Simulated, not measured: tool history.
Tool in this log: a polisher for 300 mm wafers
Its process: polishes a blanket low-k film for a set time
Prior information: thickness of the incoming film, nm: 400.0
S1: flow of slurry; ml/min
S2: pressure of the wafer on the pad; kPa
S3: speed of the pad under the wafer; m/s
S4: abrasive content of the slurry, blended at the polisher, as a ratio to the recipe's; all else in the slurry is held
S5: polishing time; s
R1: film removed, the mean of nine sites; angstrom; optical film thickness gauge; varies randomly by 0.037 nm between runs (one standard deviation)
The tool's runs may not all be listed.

run	hour	S1	S2	S3	S4	S5	R1
1	0	220	12.4	0.76	1	22	64.789
2	8.9	220	12.4	0.76	0.85	22	61.915
3	12.5	220	12.4	0.76	0.75	22	58.587
4	14.4	220	12.4	0.7	0.75	22	54.88
5	22.8	225	12.4	0.7	0.75	22	55.163
6	29.5	230	12.4	0.7	0.75	22	55.357

Expected results for the next run?
7	38.1	235	12.4	0.7	0.75	22	?

R1: 56.257 angstrom
